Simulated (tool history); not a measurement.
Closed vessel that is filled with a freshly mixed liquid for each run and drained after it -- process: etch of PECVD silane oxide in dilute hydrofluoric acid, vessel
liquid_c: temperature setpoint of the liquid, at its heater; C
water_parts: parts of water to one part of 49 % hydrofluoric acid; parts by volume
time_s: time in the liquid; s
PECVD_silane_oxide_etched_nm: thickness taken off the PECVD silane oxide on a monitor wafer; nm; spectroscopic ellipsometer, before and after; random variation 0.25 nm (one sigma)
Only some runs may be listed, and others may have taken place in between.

run	hour	liquid_c	water_parts	time_s	PECVD_silane_oxide_etched_nm
1	0.0	22.0	125	330	52.228
2	7.5	21.0	125	330	50.656
3	12.9	21.0	125	355	54.328
4	20.9	24.5	125	355	62.268
5	29.8	22.5	130	355	54.895
6	30.6	22.5	115	355	62.733
7	35.4	21.0	120	355	56.767

Run 8 comes next. What will it give?
8	38.5	20.0	120	355	?

{"run 8": {"PECVD_silane_oxide_etched_nm": 54.441}}

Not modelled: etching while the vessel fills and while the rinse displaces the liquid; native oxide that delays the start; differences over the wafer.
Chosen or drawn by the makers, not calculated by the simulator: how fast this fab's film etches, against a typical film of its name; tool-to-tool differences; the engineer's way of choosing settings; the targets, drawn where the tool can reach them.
